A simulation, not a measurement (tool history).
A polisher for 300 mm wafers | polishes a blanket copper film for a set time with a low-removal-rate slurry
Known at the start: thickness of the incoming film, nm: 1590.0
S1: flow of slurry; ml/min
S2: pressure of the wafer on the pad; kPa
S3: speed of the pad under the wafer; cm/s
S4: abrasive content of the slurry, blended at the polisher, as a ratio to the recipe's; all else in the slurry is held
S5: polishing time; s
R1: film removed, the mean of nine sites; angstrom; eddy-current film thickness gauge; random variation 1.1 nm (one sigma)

run 1 hour=0 | S1=160 S2=17.9 S3=122 S4=1 S5=60 | R1=1903.2
run 2 hour=3.7 | S1=160 S2=16.5 S3=118 S4=1 S5=60 | R1=1735.5
run 3 hour=10.7 | S1=160 S2=15.9 S3=114 S4=1 S5=60 | R1=1623.7
run 4 hour=16 | S1=160 S2=11.7 S3=114 S4=1 S5=60 | R1=1197.6
run 5 hour=18.1 | S1=195 S2=11.7 S3=114 S4=1 S5=60 | R1=1222.4
run 6 hour=26.8 | S1=195 S2=11 S3=112 S4=1 S5=60 | R1=1136.4
run 7 hour=34.9 | S1=195 S2=11 S3=110 S4=1 S5=60 | R1=1102.5

The next listed run, before its measurement:
run 8 hour=36.2 | S1=195 S2=9.7 S3=104 S4=1 S5=60 | R1=?

Run 8 gave R1 940.02 angstrom.

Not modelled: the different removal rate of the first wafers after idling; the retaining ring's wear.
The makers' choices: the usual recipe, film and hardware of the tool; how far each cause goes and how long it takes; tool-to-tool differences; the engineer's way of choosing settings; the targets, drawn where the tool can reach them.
